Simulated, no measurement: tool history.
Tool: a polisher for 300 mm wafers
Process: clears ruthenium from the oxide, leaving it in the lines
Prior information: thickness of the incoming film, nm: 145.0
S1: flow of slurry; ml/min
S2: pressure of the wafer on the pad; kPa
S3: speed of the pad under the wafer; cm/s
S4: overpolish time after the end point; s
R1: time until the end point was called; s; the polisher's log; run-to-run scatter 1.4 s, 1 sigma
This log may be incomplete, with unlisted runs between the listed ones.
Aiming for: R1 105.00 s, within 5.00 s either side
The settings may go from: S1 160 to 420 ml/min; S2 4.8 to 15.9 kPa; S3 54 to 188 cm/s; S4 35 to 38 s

run 1 hour=0.0 | S1=270 S2=10.3 S3=120 S4=35 | R1=144.74
run 2 hour=8.7 | S1=270 S2=11.0 S3=120 S4=35 | R1=138.47
run 3 hour=12.0 | S1=270 S2=11.7 S3=122 S4=35 | R1=129.60
run 4 hour=18.9 | S1=270 S2=11.7 S3=122 S4=38 | R1=129.35
run 5 hour=22.0 | S1=270 S2=12.4 S3=122 S4=38 | R1=126.16
run 6 hour=26.1 | S1=270 S2=12.4 S3=122 S4=35 | R1=125.22
run 7 hour=33.4 | S1=270 S2=12.4 S3=122 S4=35 | R1=125.17
run 8 hour=36.9 | S1=270 S2=14.5 S3=124 S4=35 | R1=111.53

5 candidate next runs follow, results not yet known. Just one meets every target within its allowed miss. Identify it.
run A hour=40.4 | S1=260 S2=14.5 S3=114 S4=38 | R1=?
run B hour=40.4 | S1=245 S2=13.8 S3=114 S4=38 | R1=?
run C hour=40.4 | S1=250 S2=14.5 S3=122 S4=35 | R1=?
run D hour=40.4 | S1=255 S2=13.8 S3=126 S4=35 | R1=?
run E hour=40.4 | S1=175 S2=15.2 S3=134 S4=35 | R1=?

move=A R1=121.21
move=B R1=126.07
move=C R1=113.98
move=D R1=113.90
move=E R1=105.76
A: its largest miss is bigger than the last run's
B: its largest miss is bigger than the last run's
C: its largest miss is bigger than the last run's
D: its largest miss is bigger than the last run's
E: in spec on every target
The right move is E.
